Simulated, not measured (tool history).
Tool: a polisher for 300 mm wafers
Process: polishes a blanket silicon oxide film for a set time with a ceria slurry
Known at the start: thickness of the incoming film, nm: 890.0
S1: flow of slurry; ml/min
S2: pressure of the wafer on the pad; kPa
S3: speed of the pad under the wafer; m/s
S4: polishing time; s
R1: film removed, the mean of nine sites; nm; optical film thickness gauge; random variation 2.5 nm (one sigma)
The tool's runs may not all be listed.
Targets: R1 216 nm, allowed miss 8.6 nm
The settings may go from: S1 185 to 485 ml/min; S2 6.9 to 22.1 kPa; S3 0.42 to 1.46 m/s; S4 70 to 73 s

run  hour   S1    S2    S3  S4      R1
  1     0  310  14.5  0.94  70  152.74
  2   7.8  240  14.5  0.94  70  146.39
  3  14.8  245  15.2  0.94  70  153.51
  4  23.1  245  13.8  0.94  70  136.47
  5  28.1  245  13.8  0.72  70  110.27
  6  33.9  255  15.2  0.72  70  117.96
  7  42.4  260  16.5  0.74  70  134.77
  8  44.3  265  17.2  0.76  70  141.47

Which of these 5 next moves meets every target?
  A  46.2  210  22.1  1.12  73   ?
  B  46.2  285  15.9  0.54  70   ?
  C  46.2  220  21.4  0.92  73   ?
  D  46.2  250  13.8  0.58  70   ?
  E  46.2  205  15.2   0.8  70   ?

move      R1
   A  261.69
   B  95.273
   C  211.63
   D  87.108
   E  124.92
A: takes the result that was furthest off past its target
B: further off than the last run
C: meets every target
D: further off than the last run
E: further off than the last run
Answer: C
